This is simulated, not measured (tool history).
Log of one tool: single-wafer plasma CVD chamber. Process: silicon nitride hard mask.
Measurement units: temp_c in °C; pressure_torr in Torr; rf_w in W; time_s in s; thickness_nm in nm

run	hour	temp_c	pressure_torr	rf_w	time_s	thickness_nm
1	0.0	375	1.09	390	28.3	35.470
2	6.6	375	1.12	395	28.3	36.050
3	14.4	375	1.15	400	28.3	36.870
4	20.7	375	1.17	400	28.3	37.110
5	22.6	375	1.17	400	26.9	35.261
6	29.5	375	1.19	405	27.0	36.023

Run 7, settings as shown, results not yet in. Your forecast:
7	33.1	375	1.21	410	27.0	?

For run 7 the tool returned thickness_nm 36.239 nm.
